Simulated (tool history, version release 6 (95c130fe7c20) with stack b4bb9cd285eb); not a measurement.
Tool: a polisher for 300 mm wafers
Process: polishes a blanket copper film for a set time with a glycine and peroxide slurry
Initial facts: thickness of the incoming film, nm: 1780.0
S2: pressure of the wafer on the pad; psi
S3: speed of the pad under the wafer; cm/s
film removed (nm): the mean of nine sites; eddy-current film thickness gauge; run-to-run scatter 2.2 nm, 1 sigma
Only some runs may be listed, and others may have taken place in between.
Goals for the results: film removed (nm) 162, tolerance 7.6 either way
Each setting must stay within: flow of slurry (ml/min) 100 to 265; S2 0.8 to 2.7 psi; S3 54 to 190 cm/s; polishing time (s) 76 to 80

run 1 hour=0 | flow_of_slurry_(ml/min)=170 S2=1.7 S3=122 polishing_time_(s)=76 | film_removed_(nm)=283.65
run 2 hour=7.3 | flow_of_slurry_(ml/min)=170 S2=1.6 S3=120 polishing_time_(s)=76 | film_removed_(nm)=270.78
run 3 hour=9.9 | flow_of_slurry_(ml/min)=170 S2=1.6 S3=104 polishing_time_(s)=76 | film_removed_(nm)=242.92
run 4 hour=12.3 | flow_of_slurry_(ml/min)=155 S2=1.6 S3=104 polishing_time_(s)=76 | film_removed_(nm)=235.17
run 5 hour=14.9 | flow_of_slurry_(ml/min)=155 S2=1.4 S3=104 polishing_time_(s)=76 | film_removed_(nm)=218.93
run 6 hour=20.8 | flow_of_slurry_(ml/min)=155 S2=1.3 S3=104 polishing_time_(s)=76 | film_removed_(nm)=204.75
run 7 hour=27.4 | flow_of_slurry_(ml/min)=155 S2=1.3 S3=104 polishing_time_(s)=76 | film_removed_(nm)=202.01
run 8 hour=31.1 | flow_of_slurry_(ml/min)=150 S2=1.1 S3=102 polishing_time_(s)=76 | film_removed_(nm)=177.4

Exactly one of the 5 candidate moves below puts every result within its allowed miss. Which one?
run A hour=34.8 | flow_of_slurry_(ml/min)=145 S2=1.1 S3=102 polishing_time_(s)=77 | film_removed_(nm)=?
run B hour=34.8 | flow_of_slurry_(ml/min)=150 S2=1.2 S3=100 polishing_time_(s)=76 | film_removed_(nm)=?
run C hour=34.8 | flow_of_slurry_(ml/min)=120 S2=1.3 S3=76 polishing_time_(s)=77 | film_removed_(nm)=?
run D hour=34.8 | flow_of_slurry_(ml/min)=150 S2=0.8 S3=96 polishing_time_(s)=77 | film_removed_(nm)=?
run E hour=34.8 | flow_of_slurry_(ml/min)=225 S2=1.2 S3=62 polishing_time_(s)=76 | film_removed_(nm)=?

move=A film_removed_(nm)=182.21
move=B film_removed_(nm)=188.62
move=C film_removed_(nm)=164.99
move=D film_removed_(nm)=145.05
move=E film_removed_(nm)=145.91
A: lands further from the targets than the last run did
B: lands further from the targets than the last run did
C: all results land within tolerance of their targets
D: carries the result that was furthest off beyond its target, to the other side
E: carries the result that was furthest off beyond its target, to the other side
The move that meets every target is C.
